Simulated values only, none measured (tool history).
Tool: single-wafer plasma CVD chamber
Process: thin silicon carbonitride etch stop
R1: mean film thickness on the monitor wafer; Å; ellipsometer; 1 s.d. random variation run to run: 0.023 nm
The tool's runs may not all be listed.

run 1 hour=0.0 | RF_power_(kW)=0.190 deposition_time_(s)=8.88 | R1=49.914
run 2 hour=0.9 | RF_power_(kW)=0.195 deposition_time_(s)=9.20 | R1=51.821
run 3 hour=1.4 | RF_power_(kW)=0.200 deposition_time_(s)=9.51 | R1=54.336
run 4 hour=5.1 | RF_power_(kW)=0.200 deposition_time_(s)=10.75 | R1=60.762
run 5 hour=12.5 | RF_power_(kW)=0.200 deposition_time_(s)=9.57 | R1=54.356
run 6 hour=19.2 | RF_power_(kW)=0.190 deposition_time_(s)=9.57 | R1=53.557
run 7 hour=21.1 | RF_power_(kW)=0.195 deposition_time_(s)=9.84 | R1=55.389

Forecast run 8:
run 8 hour=26.3 | RF_power_(kW)=0.200 deposition_time_(s)=10.05 | R1=?

{"run 8": {"R1": 57.057}}

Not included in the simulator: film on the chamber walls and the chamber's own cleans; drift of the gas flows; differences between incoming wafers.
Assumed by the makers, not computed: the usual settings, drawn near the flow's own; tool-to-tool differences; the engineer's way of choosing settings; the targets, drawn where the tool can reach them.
